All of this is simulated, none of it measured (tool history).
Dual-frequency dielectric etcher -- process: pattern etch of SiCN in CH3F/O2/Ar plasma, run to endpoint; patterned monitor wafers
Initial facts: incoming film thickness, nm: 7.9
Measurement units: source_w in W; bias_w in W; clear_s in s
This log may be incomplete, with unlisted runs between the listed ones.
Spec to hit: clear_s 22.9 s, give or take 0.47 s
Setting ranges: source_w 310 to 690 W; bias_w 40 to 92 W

{"run": 1, "hour": 0.0, "source_w": 500, "bias_w": 66, "clear_s": 19.406}
{"run": 2, "hour": 4.3, "source_w": 480, "bias_w": 65, "clear_s": 19.568}
{"run": 3, "hour": 11.9, "source_w": 520, "bias_w": 65, "clear_s": 19.003}
{"run": 4, "hour": 14.1, "source_w": 500, "bias_w": 64, "clear_s": 19.266}
{"run": 5, "hour": 15.3, "source_w": 470, "bias_w": 64, "clear_s": 20.072}
{"run": 6, "hour": 16.3, "source_w": 470, "bias_w": 70, "clear_s": 19.341}
{"run": 7, "hour": 21.7, "source_w": 450, "bias_w": 69, "clear_s": 19.828}
{"run": 8, "hour": 26.9, "source_w": 440, "bias_w": 68, "clear_s": 20.181}
{"run": 9, "hour": 33.9, "source_w": 430, "bias_w": 68, "clear_s": 20.114}
{"run": 10, "hour": 39.7, "source_w": 420, "bias_w": 67, "clear_s": 20.407}
{"run": 11, "hour": 42.6, "source_w": 410, "bias_w": 66, "clear_s": 20.87}
{"run": 12, "hour": 46.4, "source_w": 400, "bias_w": 66, "clear_s": 21.107}
{"run": 13, "hour": 50.0, "source_w": 390, "bias_w": 66, "clear_s": 21.131}
{"run": 14, "hour": 53.5, "source_w": 380, "bias_w": 66, "clear_s": 21.388}
{"run": 15, "hour": 59.0, "source_w": 370, "bias_w": 66, "clear_s": 21.591}
{"run": 16, "hour": 64.3, "source_w": 360, "bias_w": 66, "clear_s": 22.073}
{"run": 17, "hour": 67.9, "source_w": 340, "bias_w": 66, "clear_s": 22.178}

Exercise: of the 5 proposed moves below, exactly one satisfies all targets within the stated allowed misses. Which move is it?
{"run": "A", "hour": 71.5, "source_w": 450, "bias_w": 58, "clear_s": "?"}
{"run": "B", "hour": 71.5, "source_w": 360, "bias_w": 70, "clear_s": "?"}
{"run": "C", "hour": 71.5, "source_w": 370, "bias_w": 71, "clear_s": "?"}
{"run": "D", "hour": 71.5, "source_w": 370, "bias_w": 64, "clear_s": "?"}
{"run": "E", "hour": 71.5, "source_w": 310, "bias_w": 67, "clear_s": "?"}

move=A clear_s=20.92
move=B clear_s=21.584
move=C clear_s=21.256
move=D clear_s=21.955
move=E clear_s=23.221
A: moves away from the targets compared with the last run
B: moves away from the targets compared with the last run
C: moves away from the targets compared with the last run
D: moves away from the targets compared with the last run
E: in spec on every target
Answer: E

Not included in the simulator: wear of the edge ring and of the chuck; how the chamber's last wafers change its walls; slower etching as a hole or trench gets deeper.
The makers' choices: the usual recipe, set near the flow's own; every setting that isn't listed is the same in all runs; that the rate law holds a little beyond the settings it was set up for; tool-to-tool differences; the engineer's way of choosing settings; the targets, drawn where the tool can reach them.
